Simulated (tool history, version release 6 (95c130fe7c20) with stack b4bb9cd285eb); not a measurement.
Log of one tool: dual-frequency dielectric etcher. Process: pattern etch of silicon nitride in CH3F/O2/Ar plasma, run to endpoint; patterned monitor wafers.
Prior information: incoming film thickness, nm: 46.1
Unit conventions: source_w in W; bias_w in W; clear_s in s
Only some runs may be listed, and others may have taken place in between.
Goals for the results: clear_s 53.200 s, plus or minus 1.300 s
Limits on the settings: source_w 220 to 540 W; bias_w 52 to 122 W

run 1 hour=0.0 | source_w=380 bias_w=87 | clear_s=62.705
run 2 hour=2.2 | source_w=420 bias_w=90 | clear_s=60.679
run 3 hour=9.4 | source_w=420 bias_w=81 | clear_s=63.560
run 4 hour=15.8 | source_w=420 bias_w=71 | clear_s=67.210
run 5 hour=23.1 | source_w=450 bias_w=81 | clear_s=61.804
run 6 hour=31.3 | source_w=450 bias_w=68 | clear_s=66.418
run 7 hour=34.0 | source_w=480 bias_w=77 | clear_s=62.202
run 8 hour=36.4 | source_w=500 bias_w=84 | clear_s=59.279
run 9 hour=43.6 | source_w=510 bias_w=89 | clear_s=58.145

4 candidate next runs follow, results not yet known. Just one meets every target within its allowed miss. Identify it.
run A hour=50.8 | source_w=480 bias_w=74 | clear_s=?
run B hour=50.8 | source_w=470 bias_w=77 | clear_s=?
run C hour=50.8 | source_w=480 bias_w=80 | clear_s=?
run D hour=50.8 | source_w=540 bias_w=103 | clear_s=?

move=A clear_s=62.965
move=B clear_s=62.304
move=C clear_s=60.974
move=D clear_s=53.129
A: the biggest miss grows against the last run
B: the biggest miss grows against the last run
C: the biggest miss grows against the last run
D: in spec on every target
Move D is the one to make.

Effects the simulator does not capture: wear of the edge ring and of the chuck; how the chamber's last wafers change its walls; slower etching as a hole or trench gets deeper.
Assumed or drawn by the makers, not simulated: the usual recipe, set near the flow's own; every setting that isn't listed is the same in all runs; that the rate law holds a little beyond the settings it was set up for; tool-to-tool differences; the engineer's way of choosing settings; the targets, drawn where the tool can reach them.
